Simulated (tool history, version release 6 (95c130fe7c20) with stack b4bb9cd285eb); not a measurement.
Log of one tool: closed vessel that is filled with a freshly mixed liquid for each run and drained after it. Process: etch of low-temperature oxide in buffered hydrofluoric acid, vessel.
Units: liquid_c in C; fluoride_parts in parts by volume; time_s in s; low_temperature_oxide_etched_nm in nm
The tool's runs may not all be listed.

run,hour,liquid_c,fluoride_parts,time_s,low_temperature_oxide_etched_nm
1,0,24,11,30,57.884
2,2.4,25,10.5,30,63.999
3,8.2,27.5,10.5,30,73.661
4,11.6,28,10,30,79.739
5,16.1,28.5,9.5,30,84.668
6,19.7,28.5,11.5,30,72.135

Run 7 comes next. What will it give?
7,24.1,29,11,30,?

{"run 7": {"low_temperature_oxide_etched_nm": 77.111}}
